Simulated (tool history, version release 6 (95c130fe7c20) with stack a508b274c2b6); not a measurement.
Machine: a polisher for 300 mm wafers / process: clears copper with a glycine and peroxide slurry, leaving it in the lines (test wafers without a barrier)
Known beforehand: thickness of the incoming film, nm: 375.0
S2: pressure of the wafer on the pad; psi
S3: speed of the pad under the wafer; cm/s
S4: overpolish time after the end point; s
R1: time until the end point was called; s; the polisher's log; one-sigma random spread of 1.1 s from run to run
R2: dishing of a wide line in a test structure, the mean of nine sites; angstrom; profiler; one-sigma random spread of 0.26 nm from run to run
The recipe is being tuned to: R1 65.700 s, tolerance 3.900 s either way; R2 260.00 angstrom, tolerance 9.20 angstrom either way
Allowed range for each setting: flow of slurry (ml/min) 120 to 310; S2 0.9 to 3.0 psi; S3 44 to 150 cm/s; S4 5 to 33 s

{"run": 1, "hour": 0.0, "flow of slurry (ml/min)": 200, "S2": 1.9, "S3": 96, "S4": 17, "R1": 86.399, "R2": 226.94}
{"run": 2, "hour": 2.8, "flow of slurry (ml/min)": 215, "S2": 1.9, "S3": 96, "S4": 17, "R1": 84.701, "R2": 231.79}
{"run": 3, "hour": 10.1, "flow of slurry (ml/min)": 215, "S2": 1.6, "S3": 96, "S4": 17, "R1": 97.727, "R2": 225.83}
{"run": 4, "hour": 10.9, "flow of slurry (ml/min)": 220, "S2": 1.7, "S3": 98, "S4": 18, "R1": 91.748, "R2": 230.21}
{"run": 5, "hour": 18.7, "flow of slurry (ml/min)": 220, "S2": 1.8, "S3": 98, "S4": 19, "R1": 83.791, "R2": 235.57}
{"run": 6, "hour": 25.9, "flow of slurry (ml/min)": 220, "S2": 1.8, "S3": 98, "S4": 12, "R1": 87.074, "R2": 201.93}
{"run": 7, "hour": 28.6, "flow of slurry (ml/min)": 220, "S2": 1.9, "S3": 98, "S4": 14, "R1": 84.219, "R2": 220.86}
{"run": 8, "hour": 37.4, "flow of slurry (ml/min)": 225, "S2": 2.0, "S3": 98, "S4": 15, "R1": 82.331, "R2": 230.7}
{"run": 9, "hour": 41.1, "flow of slurry (ml/min)": 230, "S2": 2.1, "S3": 100, "S4": 15, "R1": 76.147, "R2": 230.07}
{"run": 10, "hour": 46.9, "flow of slurry (ml/min)": 230, "S2": 2.2, "S3": 100, "S4": 16, "R1": 72.906, "R2": 237.72}
{"run": 11, "hour": 49.9, "flow of slurry (ml/min)": 230, "S2": 2.3, "S3": 100, "S4": 17, "R1": 72.606, "R2": 241.74}
{"run": 12, "hour": 58.1, "flow of slurry (ml/min)": 230, "S2": 2.4, "S3": 100, "S4": 17, "R1": 66.719, "R2": 246.73}
{"run": 13, "hour": 66.0, "flow of slurry (ml/min)": 235, "S2": 2.4, "S3": 98, "S4": 18, "R1": 67.668, "R2": 246.03}
{"run": 14, "hour": 72.2, "flow of slurry (ml/min)": 235, "S2": 2.4, "S3": 98, "S4": 19, "R1": 70.469, "R2": 245.52}

5 next moves are on the table. One of them brings every result within its allowed miss. Which?
{"run": "A", "hour": 78.4, "flow of slurry (ml/min)": 250, "S2": 2.5, "S3": 94, "S4": 12, "R1": "?", "R2": "?"}
{"run": "B", "hour": 78.4, "flow of slurry (ml/min)": 250, "S2": 2.6, "S3": 96, "S4": 23, "R1": "?", "R2": "?"}
{"run": "C", "hour": 78.4, "flow of slurry (ml/min)": 200, "S2": 2.7, "S3": 92, "S4": 13, "R1": "?", "R2": "?"}
{"run": "D", "hour": 78.4, "flow of slurry (ml/min)": 240, "S2": 2.1, "S3": 96, "S4": 22, "R1": "?", "R2": "?"}
{"run": "E", "hour": 78.4, "flow of slurry (ml/min)": 270, "S2": 2.8, "S3": 90, "S4": 13, "R1": "?", "R2": "?"}

move=A R1=71.579 R2=219.91
move=B R1=68.487 R2=254.12
move=C R1=71.307 R2=226.20
move=D R1=81.097 R2=248.18
move=E R1=66.629 R2=231.08
A: its largest miss is bigger than the last run's
B: all results in spec
C: its largest miss is bigger than the last run's
D: its largest miss is bigger than the last run's
E: its largest miss is bigger than the last run's
Move B is the one to make.

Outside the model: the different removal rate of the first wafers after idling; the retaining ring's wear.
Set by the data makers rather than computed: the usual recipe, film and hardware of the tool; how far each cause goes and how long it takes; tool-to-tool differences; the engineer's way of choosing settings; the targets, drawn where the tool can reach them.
